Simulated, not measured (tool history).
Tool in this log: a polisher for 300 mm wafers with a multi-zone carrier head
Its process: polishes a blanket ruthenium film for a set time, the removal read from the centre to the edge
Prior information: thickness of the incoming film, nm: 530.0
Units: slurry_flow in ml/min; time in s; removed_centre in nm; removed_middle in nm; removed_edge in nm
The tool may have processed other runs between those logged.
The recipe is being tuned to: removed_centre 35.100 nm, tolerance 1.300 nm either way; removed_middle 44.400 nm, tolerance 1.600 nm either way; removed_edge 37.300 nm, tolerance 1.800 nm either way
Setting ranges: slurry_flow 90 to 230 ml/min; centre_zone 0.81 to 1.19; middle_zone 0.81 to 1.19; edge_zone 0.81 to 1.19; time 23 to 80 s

run  hour  slurry_flow  centre_zone  middle_zone  edge_zone  time  removed_centre  removed_middle  removed_edge
  1   0.0          150         1.00         1.00       1.00    51          68.773          70.020        74.144
  2   5.4          145         0.98         1.03       0.96    45          58.727          62.824        65.971
  3  13.5          135         0.99         1.07       0.93    40          52.073          58.207        55.269
  4  20.1          125         0.99         1.07       0.93    40          51.350          56.740        55.444
  5  20.7           95         0.99         1.07       0.93    40          46.639          51.899        52.147
  6  23.6          100         0.98         1.09       0.91    37          43.028          50.038        48.607
  7  26.9          100         0.98         1.11       0.89    35          40.973          48.099        45.447
  8  30.9          110         0.96         1.19       0.81    27          31.972          40.292        33.831
  9  38.1          120         0.96         1.19       0.82    27          32.843          41.031        34.634
 10  40.7          125         0.96         1.19       0.83    27          33.412          41.272        35.715

Exercise: of the 5 proposed moves below, exactly one satisfies all targets within the stated allowed misses. Which move is it?
  A  43.3          115         0.95         1.12       0.89    27               ?               ?             ?
  B  43.3          150         0.87         1.19       0.81    27               ?               ?             ?
  C  43.3          135         1.03         1.05       0.91    26               ?               ?             ?
  D  43.3          135         0.98         1.06       0.90    27               ?               ?             ?
  E  43.3          125         0.93         1.18       0.81    29               ?               ?             ?

move  removed_centre  removed_middle  removed_edge
   A          32.096          38.257        36.142
   B          31.836          42.926        36.238
   C          34.787          36.263        36.173
   D          34.527          37.973        37.375
   E          34.671          43.927        37.816
A: moves away from the targets compared with the last run
B: corrects the largest miss of the last run, while another result sits out of spec
C: moves away from the targets compared with the last run
D: moves away from the targets compared with the last run
E: each result inside its tolerance
Go with E: it meets all targets.
